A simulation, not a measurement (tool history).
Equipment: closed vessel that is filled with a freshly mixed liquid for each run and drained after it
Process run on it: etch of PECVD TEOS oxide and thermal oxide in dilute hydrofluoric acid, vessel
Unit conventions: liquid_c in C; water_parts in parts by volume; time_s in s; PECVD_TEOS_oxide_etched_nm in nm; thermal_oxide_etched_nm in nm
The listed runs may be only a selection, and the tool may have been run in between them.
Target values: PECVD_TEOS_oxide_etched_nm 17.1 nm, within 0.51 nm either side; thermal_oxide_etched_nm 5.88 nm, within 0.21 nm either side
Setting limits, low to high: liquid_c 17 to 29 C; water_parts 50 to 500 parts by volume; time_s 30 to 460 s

run 1 hour=0 | liquid_c=21 water_parts=275 time_s=235 | PECVD_TEOS_oxide_etched_nm=9.1026 thermal_oxide_etched_nm=3.1543
run 2 hour=6.9 | liquid_c=21 water_parts=275 time_s=290 | PECVD_TEOS_oxide_etched_nm=11.219 thermal_oxide_etched_nm=3.8388
run 3 hour=14.4 | liquid_c=21 water_parts=275 time_s=200 | PECVD_TEOS_oxide_etched_nm=7.656 thermal_oxide_etched_nm=2.6605
run 4 hour=18.1 | liquid_c=21 water_parts=225 time_s=200 | PECVD_TEOS_oxide_etched_nm=9.9701 thermal_oxide_etched_nm=3.4771
run 5 hour=22.1 | liquid_c=22.5 water_parts=225 time_s=200 | PECVD_TEOS_oxide_etched_nm=10.583 thermal_oxide_etched_nm=3.6127
run 6 hour=27.4 | liquid_c=22.5 water_parts=225 time_s=245 | PECVD_TEOS_oxide_etched_nm=12.737 thermal_oxide_etched_nm=4.3626
run 7 hour=28.9 | liquid_c=23 water_parts=220 time_s=245 | PECVD_TEOS_oxide_etched_nm=13.326 thermal_oxide_etched_nm=4.6089
run 8 hour=34.6 | liquid_c=23.5 water_parts=220 time_s=245 | PECVD_TEOS_oxide_etched_nm=13.594 thermal_oxide_etched_nm=4.7183
run 9 hour=41.7 | liquid_c=24 water_parts=220 time_s=245 | PECVD_TEOS_oxide_etched_nm=13.975 thermal_oxide_etched_nm=4.817
run 10 hour=49.5 | liquid_c=24.5 water_parts=220 time_s=245 | PECVD_TEOS_oxide_etched_nm=14.186 thermal_oxide_etched_nm=4.9241

Below are 4 possible settings for the next run. Only one of them brings all results inside the allowed miss of their targets. Which is it?
run A hour=57.3 | liquid_c=26 water_parts=180 time_s=205 | PECVD_TEOS_oxide_etched_nm=? thermal_oxide_etched_nm=?
run B hour=57.3 | liquid_c=22 water_parts=245 time_s=245 | PECVD_TEOS_oxide_etched_nm=? thermal_oxide_etched_nm=?
run C hour=57.3 | liquid_c=27.5 water_parts=260 time_s=305 | PECVD_TEOS_oxide_etched_nm=? thermal_oxide_etched_nm=?
run D hour=57.3 | liquid_c=28 water_parts=215 time_s=255 | PECVD_TEOS_oxide_etched_nm=? thermal_oxide_etched_nm=?

move=A PECVD_TEOS_oxide_etched_nm=16.104 thermal_oxide_etched_nm=5.4765
move=B PECVD_TEOS_oxide_etched_nm=11.398 thermal_oxide_etched_nm=3.876
move=C PECVD_TEOS_oxide_etched_nm=15.895 thermal_oxide_etched_nm=5.4052
move=D PECVD_TEOS_oxide_etched_nm=17.233 thermal_oxide_etched_nm=5.8602
A: nearer than the last run, and not there yet
B: the biggest miss grows against the last run
C: nearer than the last run, and not there yet
D: meets every target
Go with D: it meets all targets.

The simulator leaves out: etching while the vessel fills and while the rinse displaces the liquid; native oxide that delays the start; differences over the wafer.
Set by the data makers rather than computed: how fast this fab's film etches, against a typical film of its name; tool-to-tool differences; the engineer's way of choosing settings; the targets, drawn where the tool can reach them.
